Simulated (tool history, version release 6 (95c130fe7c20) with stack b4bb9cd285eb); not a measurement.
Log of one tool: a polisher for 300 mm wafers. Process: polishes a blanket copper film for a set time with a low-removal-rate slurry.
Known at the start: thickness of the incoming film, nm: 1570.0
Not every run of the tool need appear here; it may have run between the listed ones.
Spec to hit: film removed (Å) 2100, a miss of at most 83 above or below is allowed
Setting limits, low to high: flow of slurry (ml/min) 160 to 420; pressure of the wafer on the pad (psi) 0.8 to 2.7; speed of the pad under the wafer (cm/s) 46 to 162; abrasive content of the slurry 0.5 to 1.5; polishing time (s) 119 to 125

run    day  flow of slurry (ml/min)  pressure of the wafer on the pad (psi)  speed of the pad under the wafer (cm/s)  abrasive content of the slurry  polishing time (s)  film removed (Å)
  1      0                      270                                     1.7                                      104                               1                 119            2738.6
  2  0.338                      270                                     2.1                                      104                               1                 119            3313.4
  3  0.542                      270                                     2.1                                      116                               1                 119            3661.6
  4  0.833                      315                                     2.1                                      116                               1                 119            3698.7
  5  0.883                      315                                     1.9                                      114                               1                 119            3321.4
  6  1.138                      315                                     1.7                                      114                               1                 119            2995.3
  7  1.496                      315                                     1.6                                      114                               1                 119            2775.5
  8  1.767                      315                                     1.5                                      114                               1                 119            2584.8
     2.142  -- head pressure recalibrated
  9  2.142                      315                                     1.1                                      112                               1                 119            1803.8
 10  2.488                      315                                     1.2                                      112                               1                 119            1963.8

Consider the 5 candidate settings below. Which is the only one whose results all fall within their allowed miss of target?
  A  2.833                      330                                     1.2                                      112                               1                 123                 ?
  B  2.833                      340                                     1.3                                      114                               1                 122                 ?
  C  2.833                      385                                     1.1                                      134                            1.05                 119                 ?
  D  2.833                      315                                     1.3                                      120                            0.95                 119                 ?
  E  2.833                      320                                     1.3                                      114                            1.05                 125                 ?

move  film removed (Å)
   A            2076.1
   B              2267
   C            2238.7
   D            2296.6
   E            2327.3
A: meets every target
B: takes the result that was furthest off past its target
C: takes the result that was furthest off past its target
D: takes the result that was furthest off past its target
E: takes the result that was furthest off past its target
Move A is the one to make.
